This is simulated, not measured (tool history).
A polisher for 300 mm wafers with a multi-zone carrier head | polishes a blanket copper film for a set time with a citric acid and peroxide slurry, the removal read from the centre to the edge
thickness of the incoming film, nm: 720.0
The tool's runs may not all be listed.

run	hour	flow of slurry (ml/min)	pressure of the head's centre zone	pressure of the head's middle zone	pressure of the head's edge zone	abrasive content of the slurry	polishing time (s)	film removed at the wafer's centre (nm)	film removed at mid-radius (nm)	film removed at the wafer's edge (nm)
1	0.0	225	1.00	1.00	1.00	1.0	50	102.52	101.86	104.68
2	2.7	225	1.00	1.00	1.05	1.0	50	101.22	103.55	106.81
3	4.3	225	1.00	1.00	1.05	1.0	59	122.33	120.10	125.32
4	13.1	225	1.00	1.05	1.05	1.0	59	121.36	122.74	124.23
5	15.4	180	1.00	1.05	1.05	1.0	59	119.78	125.03	124.27
6	21.0	180	0.96	1.05	1.05	1.0	59	113.11	123.78	122.56

Run 7 comes next. What will it give?
7	23.0	185	1.00	1.07	1.01	0.9	59	?	?	?

{"run 7": {"film removed at the wafer's centre (nm)": 117.16, "film removed at mid-radius (nm)": 125.16, "film removed at the wafer's edge (nm)": 119.09}}

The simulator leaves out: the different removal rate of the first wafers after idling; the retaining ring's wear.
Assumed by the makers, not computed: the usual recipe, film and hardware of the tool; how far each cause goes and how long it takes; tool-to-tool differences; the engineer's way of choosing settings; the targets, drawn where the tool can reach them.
